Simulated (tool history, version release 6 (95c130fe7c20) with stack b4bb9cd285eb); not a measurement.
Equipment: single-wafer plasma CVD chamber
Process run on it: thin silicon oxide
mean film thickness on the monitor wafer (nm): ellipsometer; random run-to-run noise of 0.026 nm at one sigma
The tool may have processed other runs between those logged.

run  hour  heater temperature setpoint (K)  chamber pressure (mTorr)  RF power (W)  deposition time (s)  mean film thickness on the monitor wafer (nm)
  1     0                           678.15                       778           325                 7.56                                         15.147
  2   0.7                           678.15                       778           325                 7.19                                         14.395
  3   3.5                           678.15                       752           325                 7.19                                         13.995
  4  11.6                           678.15                       752           325                 7.56                                         14.751
  5  19.8                           678.15                       723           320                 7.55                                         14.002
  6  23.9                           678.15                       723           320                 7.56                                         14.053
  7  29.4                           678.15                       699           320                 7.56                                         13.543
  8  35.8                           678.15                       679           320                 7.56                                         13.149

The next listed run, before its measurement:
  9  44.4                           678.15                       662           320                 7.56                                              ?

mean film thickness on the monitor wafer (nm): 12.799
